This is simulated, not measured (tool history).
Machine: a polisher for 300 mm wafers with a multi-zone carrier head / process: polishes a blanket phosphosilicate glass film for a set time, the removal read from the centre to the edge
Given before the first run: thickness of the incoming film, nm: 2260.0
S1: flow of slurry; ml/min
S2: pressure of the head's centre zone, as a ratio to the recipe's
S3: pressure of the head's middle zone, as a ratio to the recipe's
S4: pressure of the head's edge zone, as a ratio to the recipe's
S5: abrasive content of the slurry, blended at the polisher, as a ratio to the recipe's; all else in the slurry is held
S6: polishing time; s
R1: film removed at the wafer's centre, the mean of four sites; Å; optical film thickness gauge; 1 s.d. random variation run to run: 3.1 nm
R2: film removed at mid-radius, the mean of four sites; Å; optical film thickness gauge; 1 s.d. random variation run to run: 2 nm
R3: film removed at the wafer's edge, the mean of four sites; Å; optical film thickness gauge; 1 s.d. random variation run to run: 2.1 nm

run  hour   S1    S2    S3    S4    S5  S6      R1      R2      R3
  1   0.0  300  1.00  1.00  1.00  1.00  58  5072.6  5144.1  5238.8
  2   7.7  300  0.99  1.03  0.96  0.85  50  4022.0  4127.9  4068.4
  3  15.4  300  0.99  1.03  0.96  0.65  50  3460.2  3662.1  3577.7
  4  22.7  300  0.99  1.03  0.96  0.55  50  3129.7  3313.4  3269.3
  5  25.0  300  0.99  1.03  0.92  0.55  50  3135.9  3337.7  3166.8
  6  31.9  300  0.99  1.03  0.92  0.70  50  3621.5  3800.2  3662.6
  7  35.9  305  0.98  1.06  0.90  0.65  45  3089.0  3367.1  3105.0
  8  37.4  305  0.97  1.07  0.88  0.60  43  2831.1  3138.2  2859.5
  9  41.8  300  0.96  1.14  0.81  0.50  36  2117.0  2465.0  2044.7
 10  46.8  325  0.96  1.15  0.83  0.50  36  2128.5  2469.3  2082.2
 11  48.7  325  0.96  1.16  0.84  0.55  36  2270.7  2631.8  2177.1

Run 12, settings as shown, results not yet in. Your forecast:
 12  55.2  330  0.96  1.16  0.86  0.55  36   ?   ?   ?

For run 12 the tool returned R1 2229.4 Å, R2 2648.3 Å, R3 2246.3 Å.

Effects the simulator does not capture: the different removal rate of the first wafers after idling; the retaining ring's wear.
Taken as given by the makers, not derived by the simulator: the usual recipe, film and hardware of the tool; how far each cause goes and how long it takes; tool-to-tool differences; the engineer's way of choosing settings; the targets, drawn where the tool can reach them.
